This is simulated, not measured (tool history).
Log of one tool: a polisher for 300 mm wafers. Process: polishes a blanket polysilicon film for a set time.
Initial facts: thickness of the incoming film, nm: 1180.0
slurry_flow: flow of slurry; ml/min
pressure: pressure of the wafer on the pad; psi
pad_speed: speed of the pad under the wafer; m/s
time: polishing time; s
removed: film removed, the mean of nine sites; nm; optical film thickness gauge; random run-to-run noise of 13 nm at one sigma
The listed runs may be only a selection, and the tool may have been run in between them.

run	hour	slurry_flow	pressure	pad_speed	time	removed
1	0.0	280	2.4	1.08	68	633.89
2	4.5	280	2.6	1.08	68	665.44
3	8.0	280	2.8	1.10	68	732.27
4	9.5	280	3.0	1.12	68	798.77
5	13.2	280	2.6	1.12	68	712.43
6	21.1	280	2.1	1.12	68	563.07
7	23.0	280	2.7	1.18	68	763.76
8	29.2	280	2.8	1.18	68	789.08
9	35.5	280	3.4	1.22	68	952.12

Forecast run 10:
10	39.5	280	3.5	1.22	68	?

Logged for run 10: removed 973.41 nm.
